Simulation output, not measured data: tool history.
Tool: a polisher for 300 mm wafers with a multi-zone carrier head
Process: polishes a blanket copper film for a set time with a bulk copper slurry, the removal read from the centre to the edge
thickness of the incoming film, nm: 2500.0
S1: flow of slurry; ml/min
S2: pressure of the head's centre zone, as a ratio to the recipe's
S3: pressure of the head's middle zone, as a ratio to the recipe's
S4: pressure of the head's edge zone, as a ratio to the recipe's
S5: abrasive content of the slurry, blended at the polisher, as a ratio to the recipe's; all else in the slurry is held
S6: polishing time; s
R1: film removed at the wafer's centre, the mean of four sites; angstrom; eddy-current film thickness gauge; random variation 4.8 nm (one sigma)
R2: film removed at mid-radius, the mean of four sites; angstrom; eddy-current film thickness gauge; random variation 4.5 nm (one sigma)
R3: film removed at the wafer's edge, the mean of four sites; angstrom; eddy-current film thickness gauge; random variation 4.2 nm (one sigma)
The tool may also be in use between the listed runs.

run 1 day=0.000 | S1=135 S2=1.00 S3=1.00 S4=1.00 S5=1.00 S6=44 | R1=3042.1 R2=3110.2 R3=3114.3
run 2 day=0.312 | S1=140 S2=1.01 S3=1.00 S4=1.02 S5=1.10 S6=44 | R1=3180.9 R2=3178.8 R3=3109.6
run 3 day=0.417 | S1=140 S2=1.00 S3=0.98 S4=1.03 S5=1.10 S6=46 | R1=3295.1 R2=3353.1 R3=3346.5
run 4 day=0.442 | S1=145 S2=1.00 S3=0.96 S4=1.05 S5=1.15 S6=47 | R1=3496.8 R2=3393.9 R3=3537.5
run 5 day=0.496 | S1=145 S2=1.00 S3=0.96 S4=1.05 S5=0.95 S6=47 | R1=3243.9 R2=3247.9 R3=3344.8
run 6 day=0.721 | S1=145 S2=1.00 S3=0.95 S4=1.06 S5=1.00 S6=47 | R1=3298.5 R2=3230.0 R3=3416.3

The next listed run, before its measurement:
run 7 day=0.758 | S1=150 S2=1.00 S3=0.95 S4=1.07 S5=1.05 S6=47 | R1=? R2=? R3=?

R1: 3376.7 angstrom
R2: 3318.7 angstrom
R3: 3442.3 angstrom

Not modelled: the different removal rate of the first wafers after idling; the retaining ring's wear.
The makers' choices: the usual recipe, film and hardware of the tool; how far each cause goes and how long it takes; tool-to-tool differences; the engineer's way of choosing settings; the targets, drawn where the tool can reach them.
